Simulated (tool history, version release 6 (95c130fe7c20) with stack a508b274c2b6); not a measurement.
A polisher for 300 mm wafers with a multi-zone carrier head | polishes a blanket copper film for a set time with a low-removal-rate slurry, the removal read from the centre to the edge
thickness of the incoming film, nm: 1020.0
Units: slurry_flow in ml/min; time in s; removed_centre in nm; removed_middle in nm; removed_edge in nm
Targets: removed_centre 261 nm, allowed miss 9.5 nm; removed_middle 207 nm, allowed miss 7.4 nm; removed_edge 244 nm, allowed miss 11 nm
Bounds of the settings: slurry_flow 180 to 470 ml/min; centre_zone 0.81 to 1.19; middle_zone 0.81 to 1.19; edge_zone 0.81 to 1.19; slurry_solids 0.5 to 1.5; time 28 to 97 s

Run 1, day 0: slurry_flow 300 ml/min, centre_zone 1, middle_zone 1, edge_zone 1, slurry_solids 1, time 62 s. Result: removed_centre 140.49 nm, removed_middle 150.24 nm, removed_edge 155.5 nm.
Run 2, day 0.046: slurry_flow 300 ml/min, centre_zone 1.07, middle_zone 1, edge_zone 1, slurry_solids 1, time 62 s. Result: removed_centre 148.35 nm, removed_middle 150.71 nm, removed_edge 156.33 nm.
Run 3, day 0.362: slurry_flow 300 ml/min, centre_zone 1.07, middle_zone 1, edge_zone 1, slurry_solids 1, time 74 s. Result: removed_centre 173.49 nm, removed_middle 176.94 nm, removed_edge 186.2 nm.
Run 4, day 0.583: slurry_flow 310 ml/min, centre_zone 1.08, middle_zone 0.98, edge_zone 0.99, slurry_solids 1.05, time 76 s. Result: removed_centre 184.18 nm, removed_middle 183.64 nm, removed_edge 190.11 nm.
Run 5, day 0.879: slurry_flow 310 ml/min, centre_zone 1.09, middle_zone 0.96, edge_zone 1, slurry_solids 1.1, time 77 s. Result: removed_centre 188.47 nm, removed_middle 186.15 nm, removed_edge 192.75 nm.
Run 6, day 1.158: slurry_flow 315 ml/min, centre_zone 1.1, middle_zone 0.94, edge_zone 1, slurry_solids 1.05, time 79 s. Result: removed_centre 196.1 nm, removed_middle 190.89 nm, removed_edge 194.49 nm.
Run 7, day 1.267: slurry_flow 300 ml/min, centre_zone 1.11, middle_zone 0.92, edge_zone 1.02, slurry_solids 1.1, time 80 s. Result: removed_centre 199.53 nm, removed_middle 188.12 nm, removed_edge 206.04 nm.
Run 8, day 1.321: slurry_flow 300 ml/min, centre_zone 1.12, middle_zone 0.91, edge_zone 1.02, slurry_solids 1.15, time 81 s. Result: removed_centre 205.9 nm, removed_middle 190.94 nm, removed_edge 211.18 nm.
Run 9, day 1.462: slurry_flow 300 ml/min, centre_zone 1.13, middle_zone 0.9, edge_zone 1.02, slurry_solids 1.2, time 82 s. Result: removed_centre 210.64 nm, removed_middle 194.88 nm, removed_edge 216.26 nm.
Run 10, day 1.504: slurry_flow 300 ml/min, centre_zone 1.13, middle_zone 0.9, edge_zone 1.02, slurry_solids 1.2, time 82 s. Result: removed_centre 213.62 nm, removed_middle 195.32 nm, removed_edge 211.45 nm.
Run 11, day 1.642: slurry_flow 295 ml/min, centre_zone 1.14, middle_zone 0.89, edge_zone 1.03, slurry_solids 1.25, time 83 s. Result: removed_centre 220.33 nm, removed_middle 195.25 nm, removed_edge 215.5 nm.
Run 12, day 1.733: slurry_flow 295 ml/min, centre_zone 1.14, middle_zone 0.89, edge_zone 1.03, slurry_solids 1.25, time 83 s. Result: removed_centre 218.58 nm, removed_middle 199.19 nm, removed_edge 220.82 nm.
Run 13, day 1.758: slurry_flow 295 ml/min, centre_zone 1.15, middle_zone 0.88, edge_zone 1.03, slurry_solids 1.25, time 84 s. Result: removed_centre 224.76 nm, removed_middle 200.59 nm, removed_edge 221.01 nm.
Run 14, day 2.075: slurry_flow 295 ml/min, centre_zone 1.15, middle_zone 0.87, edge_zone 1.03, slurry_solids 1.3, time 84 s. Result: removed_centre 225.5 nm, removed_middle 199.49 nm, removed_edge 223.13 nm.
At day 2.442: centre zone pressure recalibrated.
Run 15, day 2.442: slurry_flow 295 ml/min, centre_zone 1.15, middle_zone 0.86, edge_zone 1.03, slurry_solids 1.3, time 85 s. Result: removed_centre 247.64 nm, removed_middle 200.99 nm, removed_edge 229.38 nm.
Run 16, day 2.692: slurry_flow 305 ml/min, centre_zone 1.13, middle_zone 0.85, edge_zone 1.05, slurry_solids 1.35, time 86 s. Result: removed_centre 249.51 nm, removed_middle 204.12 nm, removed_edge 235.98 nm.
Run 17, day 2.808: slurry_flow 315 ml/min, centre_zone 1.13, middle_zone 0.85, edge_zone 1.07, slurry_solids 1.35, time 86 s. Result: removed_centre 250.92 nm, removed_middle 199.81 nm, removed_edge 232.91 nm.

5 next moves are on the table. One of them brings every result within its allowed miss. Which?
Run A, day 2.925: slurry_flow 460 ml/min, centre_zone 1.19, middle_zone 0.81, edge_zone 1.15, slurry_solids 1.5, time 79 s. Result: removed_centre ?, removed_middle ?, removed_edge ?.
Run B, day 2.925: slurry_flow 240 ml/min, centre_zone 1.17, middle_zone 0.92, edge_zone 1.06, slurry_solids 1.45, time 81 s. Result: removed_centre ?, removed_middle ?, removed_edge ?.
Run C, day 2.925: slurry_flow 420 ml/min, centre_zone 1.15, middle_zone 0.81, edge_zone 1.17, slurry_solids 1.15, time 82 s. Result: removed_centre ?, removed_middle ?, removed_edge ?.
Run D, day 2.925: slurry_flow 300 ml/min, centre_zone 1.11, middle_zone 0.83, edge_zone 1.08, slurry_solids 1.4, time 89 s. Result: removed_centre ?, removed_middle ?, removed_edge ?.
Run E, day 2.925: slurry_flow 260 ml/min, centre_zone 1.08, middle_zone 0.91, edge_zone 0.95, slurry_solids 1.3, time 87 s. Result: removed_centre ?, removed_middle ?, removed_edge ?.

move  removed_centre  removed_middle  removed_edge
   A          254.09          194.08        233.65
   B          239.31          198.04        218.19
   C          241.02           189.7        230.71
   D          256.24          210.81        244.83
   E           237.2          208.92        218.85
A: brings the result that was furthest off to its target, and leaves another outside
B: further off than the last run
C: further off than the last run
D: meets every target
E: further off than the last run
Answer: D
